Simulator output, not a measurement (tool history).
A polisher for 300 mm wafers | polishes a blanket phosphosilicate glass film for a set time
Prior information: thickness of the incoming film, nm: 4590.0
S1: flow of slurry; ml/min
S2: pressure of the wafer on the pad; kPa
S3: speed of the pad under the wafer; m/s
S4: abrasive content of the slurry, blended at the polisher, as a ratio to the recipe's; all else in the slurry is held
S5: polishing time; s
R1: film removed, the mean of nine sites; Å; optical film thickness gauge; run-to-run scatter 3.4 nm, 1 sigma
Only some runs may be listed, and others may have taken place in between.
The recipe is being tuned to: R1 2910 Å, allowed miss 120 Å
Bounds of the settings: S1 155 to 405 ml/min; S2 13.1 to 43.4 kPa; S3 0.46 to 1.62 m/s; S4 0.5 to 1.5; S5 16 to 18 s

run 1 hour=0 | S1=260 S2=28.3 S3=1.04 S4=1 S5=18 | R1=1813.9
run 2 hour=2.3 | S1=260 S2=28.3 S3=1.26 S4=1 S5=18 | R1=2085.1
run 3 hour=5 | S1=200 S2=28.3 S3=1.26 S4=1 S5=18 | R1=2053.7
run 4 hour=10.8 | S1=200 S2=35.2 S3=1.26 S4=1 S5=18 | R1=2474.8
run 5 hour=13.3 | S1=200 S2=36.5 S3=1.26 S4=1 S5=18 | R1=2623.2
run 6 hour=17.8 | S1=200 S2=36.5 S3=1.26 S4=1.1 S5=18 | R1=2641.5
run 7 hour=25.2 | S1=200 S2=37.2 S3=1.26 S4=1.1 S5=18 | R1=2688.2
run 8 hour=30.7 | S1=200 S2=37.9 S3=1.26 S4=1.1 S5=18 | R1=2713.9
run 9 hour=33.7 | S1=200 S2=38.6 S3=1.26 S4=1.1 S5=18 | R1=2784

Of the 5 settings listed for the next run, only one would bring every result within its allowed miss of target. Which one?
run A hour=36.7 | S1=235 S2=40.7 S3=1.26 S4=1.25 S5=17 | R1=?
run B hour=36.7 | S1=215 S2=41.4 S3=1.02 S4=1.2 S5=18 | R1=?
run C hour=36.7 | S1=170 S2=37.9 S3=1.32 S4=1.15 S5=16 | R1=?
run D hour=36.7 | S1=250 S2=35.9 S3=1.38 S4=1.3 S5=16 | R1=?
run E hour=36.7 | S1=195 S2=40 S3=1.24 S4=1.1 S5=17 | R1=?

move=A R1=2911.9
move=B R1=2590
move=C R1=2522.3
move=D R1=2682
move=E R1=2681.4
A: every result lands within tolerance
B: further off than the last run
C: further off than the last run
D: further off than the last run
E: further off than the last run
A is the move that brings every result within its allowed miss.

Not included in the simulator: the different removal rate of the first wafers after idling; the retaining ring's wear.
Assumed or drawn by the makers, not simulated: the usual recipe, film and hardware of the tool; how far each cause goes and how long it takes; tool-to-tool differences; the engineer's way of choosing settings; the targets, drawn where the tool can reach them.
